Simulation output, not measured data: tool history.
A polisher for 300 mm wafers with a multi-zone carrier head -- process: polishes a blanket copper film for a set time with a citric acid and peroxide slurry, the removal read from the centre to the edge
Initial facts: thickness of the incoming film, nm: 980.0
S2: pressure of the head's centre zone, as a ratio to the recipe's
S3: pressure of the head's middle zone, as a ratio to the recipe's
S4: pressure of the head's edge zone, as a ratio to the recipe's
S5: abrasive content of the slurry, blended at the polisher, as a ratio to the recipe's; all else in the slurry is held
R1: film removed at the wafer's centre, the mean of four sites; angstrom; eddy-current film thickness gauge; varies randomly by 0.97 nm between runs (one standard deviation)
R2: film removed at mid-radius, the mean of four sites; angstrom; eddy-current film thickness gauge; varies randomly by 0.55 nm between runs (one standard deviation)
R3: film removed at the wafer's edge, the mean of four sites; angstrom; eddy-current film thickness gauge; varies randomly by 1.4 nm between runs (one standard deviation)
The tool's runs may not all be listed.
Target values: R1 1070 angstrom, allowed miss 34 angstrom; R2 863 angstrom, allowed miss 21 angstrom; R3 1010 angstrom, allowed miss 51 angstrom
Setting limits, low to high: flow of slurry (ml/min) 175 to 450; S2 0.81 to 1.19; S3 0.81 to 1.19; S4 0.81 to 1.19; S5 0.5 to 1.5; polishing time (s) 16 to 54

run 1 hour=0 | flow_of_slurry_(ml/min)=290 S2=1 S3=1 S4=1 S5=1 polishing_time_(s)=35 | R1=1003.1 R2=1003.2 R3=973.07
run 2 hour=4.1 | flow_of_slurry_(ml/min)=290 S2=1 S3=1 S4=1 S5=0.9 polishing_time_(s)=35 | R1=986.2 R2=998.15 R3=953.54
run 3 hour=10.4 | flow_of_slurry_(ml/min)=360 S2=1 S3=1 S4=1 S5=0.9 polishing_time_(s)=35 | R1=991.27 R2=1012.4 R3=968.06
run 4 hour=12.7 | flow_of_slurry_(ml/min)=355 S2=1.01 S3=0.98 S4=1.01 S5=0.9 polishing_time_(s)=35 | R1=1020.5 R2=980.61 R3=1000.9
run 5 hour=19.7 | flow_of_slurry_(ml/min)=355 S2=1.02 S3=0.97 S4=1.01 S5=0.9 polishing_time_(s)=35 | R1=1008.9 R2=987.34 R3=991.44
run 6 hour=27.1 | flow_of_slurry_(ml/min)=350 S2=1.03 S3=0.95 S4=1.01 S5=0.9 polishing_time_(s)=35 | R1=1015.4 R2=971.85 R3=997.82
-- hour=28.3 worn pad replaced by a new one
run 7 hour=28.3 | flow_of_slurry_(ml/min)=350 S2=1.04 S3=0.93 S4=1.01 S5=0.9 polishing_time_(s)=35 | R1=1105.8 R2=1023.6 R3=1047.1
run 8 hour=32.8 | flow_of_slurry_(ml/min)=355 S2=1.05 S3=0.92 S4=1.03 S5=0.85 polishing_time_(s)=34 | R1=1068.4 R2=983.61 R3=1019.5

5 next moves are on the table. One of them brings every result within its allowed miss. Which?
run A hour=37.3 | flow_of_slurry_(ml/min)=405 S2=1.13 S3=0.94 S4=1.02 S5=0.75 polishing_time_(s)=30 | R1=? R2=? R3=?
run B hour=37.3 | flow_of_slurry_(ml/min)=360 S2=1.06 S3=0.87 S4=1.19 S5=0.55 polishing_time_(s)=36 | R1=? R2=? R3=?
run C hour=37.3 | flow_of_slurry_(ml/min)=315 S2=1 S3=0.81 S4=1.15 S5=1.05 polishing_time_(s)=34 | R1=? R2=? R3=?
run D hour=37.3 | flow_of_slurry_(ml/min)=350 S2=1.08 S3=0.81 S4=1.06 S5=1.1 polishing_time_(s)=31 | R1=? R2=? R3=?
run E hour=37.3 | flow_of_slurry_(ml/min)=340 S2=0.98 S3=0.9 S4=1.06 S5=0.8 polishing_time_(s)=33 | R1=? R2=? R3=?

move=A R1=1019.3 R2=865.15 R3=877.79
move=B R1=1057.2 R2=904.31 R3=1049.7
move=C R1=1079.6 R2=930.8 R3=1123
move=D R1=1085.8 R2=865.31 R3=1002.2
move=E R1=971.36 R2=923.09 R3=987.97
A: the worst result of the last run now meets its target, but another is out of spec
B: gains on the last run, yet a result remains outside its allowed miss
C: gains on the last run, yet a result remains outside its allowed miss
D: each result inside its tolerance
E: gains on the last run, yet a result remains outside its allowed miss
Correct choice: D, which meets every target
